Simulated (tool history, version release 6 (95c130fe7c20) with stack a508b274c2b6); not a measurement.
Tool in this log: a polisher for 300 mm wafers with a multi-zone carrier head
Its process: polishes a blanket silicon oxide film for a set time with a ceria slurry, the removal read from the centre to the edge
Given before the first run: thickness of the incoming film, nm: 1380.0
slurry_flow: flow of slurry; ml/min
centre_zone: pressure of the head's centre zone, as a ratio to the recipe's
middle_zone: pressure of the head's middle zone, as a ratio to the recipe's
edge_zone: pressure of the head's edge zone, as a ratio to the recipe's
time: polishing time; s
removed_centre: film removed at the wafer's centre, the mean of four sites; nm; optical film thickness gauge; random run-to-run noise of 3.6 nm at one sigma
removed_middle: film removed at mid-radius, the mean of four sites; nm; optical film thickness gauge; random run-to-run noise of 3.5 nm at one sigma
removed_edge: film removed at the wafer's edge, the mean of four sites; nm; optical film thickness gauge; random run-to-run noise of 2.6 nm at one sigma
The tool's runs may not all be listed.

Run 1, hour 0: slurry_flow 305 ml/min, centre_zone 1, middle_zone 1, edge_zone 1, time 69 s. Result: removed_centre 171.02 nm, removed_middle 169.87 nm, removed_edge 164.66 nm.
Run 2, hour 5: slurry_flow 305 ml/min, centre_zone 1.04, middle_zone 1, edge_zone 1, time 69 s. Result: removed_centre 173.26 nm, removed_middle 160.98 nm, removed_edge 170.25 nm.
Run 3, hour 11.9: slurry_flow 305 ml/min, centre_zone 1, middle_zone 1, edge_zone 1, time 69 s. Result: removed_centre 168.06 nm, removed_middle 160.63 nm, removed_edge 171.95 nm.
Run 4, hour 17.5: slurry_flow 305 ml/min, centre_zone 1, middle_zone 1, edge_zone 1, time 81 s. Result: removed_centre 198.81 nm, removed_middle 196.6 nm, removed_edge 197.16 nm.
Run 5, hour 19.7: slurry_flow 305 ml/min, centre_zone 1, middle_zone 1, edge_zone 1.05, time 81 s. Result: removed_centre 198.54 nm, removed_middle 193.42 nm, removed_edge 203.26 nm.
Run 6, hour 21.9: slurry_flow 305 ml/min, centre_zone 1, middle_zone 1, edge_zone 1.12, time 81 s. Result: removed_centre 199.55 nm, removed_middle 193.46 nm, removed_edge 204.21 nm.
Run 7, hour 27.3: slurry_flow 310 ml/min, centre_zone 1.03, middle_zone 1.01, edge_zone 1.11, time 84 s. Result: removed_centre 212.69 nm, removed_middle 202.26 nm, removed_edge 213.11 nm.
Run 8, hour 36.2: slurry_flow 335 ml/min, centre_zone 1.13, middle_zone 1.07, edge_zone 1.1, time 99 s. Result: removed_centre 278.41 nm, removed_middle 253.53 nm, removed_edge 248.89 nm.

Run 9 is up next; what results do you expect?
Run 9, hour 37.2: slurry_flow 335 ml/min, centre_zone 1.13, middle_zone 1.06, edge_zone 1.1, time 99 s. Result: removed_centre ?, removed_middle ?, removed_edge ?.

Run 9 came out at removed_centre 272.58 nm, removed_middle 245.4 nm, removed_edge 248.09 nm.
